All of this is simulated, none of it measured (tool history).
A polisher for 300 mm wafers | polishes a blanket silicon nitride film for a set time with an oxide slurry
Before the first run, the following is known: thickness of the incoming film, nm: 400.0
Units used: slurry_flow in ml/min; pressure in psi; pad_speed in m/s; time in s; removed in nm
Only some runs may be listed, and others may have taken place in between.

run 1 hour=0 | slurry_flow=180 pressure=3.8 pad_speed=0.86 slurry_solids=1 time=121 | removed=58.318
run 2 hour=1.1 | slurry_flow=185 pressure=4.1 pad_speed=0.86 slurry_solids=1 time=121 | removed=63.048
run 3 hour=9.1 | slurry_flow=185 pressure=4.1 pad_speed=0.86 slurry_solids=1.15 time=121 | removed=65.083
run 4 hour=16.3 | slurry_flow=185 pressure=4.1 pad_speed=0.76 slurry_solids=1.15 time=121 | removed=58.962
run 5 hour=20.8 | slurry_flow=190 pressure=4.4 pad_speed=0.76 slurry_solids=1.15 time=121 | removed=62.785
run 6 hour=28.1 | slurry_flow=190 pressure=4.4 pad_speed=0.76 slurry_solids=1.15 time=127 | removed=66.894

Run 7 has not been measured yet. What should we expect?
run 7 hour=35.5 | slurry_flow=190 pressure=4.5 pad_speed=0.76 slurry_solids=1.15 time=127 | removed=?

removed: 66.752 nm
